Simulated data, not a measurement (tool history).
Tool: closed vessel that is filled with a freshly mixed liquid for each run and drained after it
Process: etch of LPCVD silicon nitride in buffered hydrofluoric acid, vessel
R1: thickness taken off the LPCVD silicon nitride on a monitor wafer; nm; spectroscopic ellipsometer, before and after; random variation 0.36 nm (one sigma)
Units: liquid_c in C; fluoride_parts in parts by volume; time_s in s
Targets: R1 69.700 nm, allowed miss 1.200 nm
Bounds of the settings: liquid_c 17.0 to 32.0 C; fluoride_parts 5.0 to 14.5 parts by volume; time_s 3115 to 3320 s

run 1 day=0.000 | liquid_c=24.0 fluoride_parts=9.0 time_s=3115 | R1=44.400
run 2 day=0.046 | liquid_c=24.0 fluoride_parts=7.0 time_s=3115 | R1=58.306
run 3 day=0.079 | liquid_c=24.0 fluoride_parts=9.0 time_s=3115 | R1=44.079
run 4 day=0.133 | liquid_c=24.0 fluoride_parts=8.0 time_s=3115 | R1=50.314
run 5 day=0.300 | liquid_c=24.0 fluoride_parts=10.5 time_s=3115 | R1=39.699
run 6 day=0.488 | liquid_c=24.0 fluoride_parts=10.5 time_s=3320 | R1=42.316
run 7 day=0.862 | liquid_c=26.0 fluoride_parts=10.5 time_s=3320 | R1=46.676
run 8 day=1.208 | liquid_c=27.5 fluoride_parts=10.0 time_s=3320 | R1=53.509
run 9 day=1.562 | liquid_c=28.5 fluoride_parts=10.0 time_s=3320 | R1=56.273
run 10 day=1.871 | liquid_c=29.5 fluoride_parts=10.0 time_s=3320 | R1=59.445

Which of these 4 next moves meets every target?
run A day=2.179 | liquid_c=30.5 fluoride_parts=8.0 time_s=3290 | R1=?
run B day=2.179 | liquid_c=30.0 fluoride_parts=11.5 time_s=3320 | R1=?
run C day=2.179 | liquid_c=22.5 fluoride_parts=5.5 time_s=3140 | R1=?
run D day=2.179 | liquid_c=32.0 fluoride_parts=9.0 time_s=3180 | R1=?

move=A R1=75.300
move=B R1=53.237
move=C R1=66.532
move=D R1=69.261
A: takes the result that was furthest off past its target
B: further off than the last run
C: nearer than the last run, and not there yet
D: meets every target
The right move is D.

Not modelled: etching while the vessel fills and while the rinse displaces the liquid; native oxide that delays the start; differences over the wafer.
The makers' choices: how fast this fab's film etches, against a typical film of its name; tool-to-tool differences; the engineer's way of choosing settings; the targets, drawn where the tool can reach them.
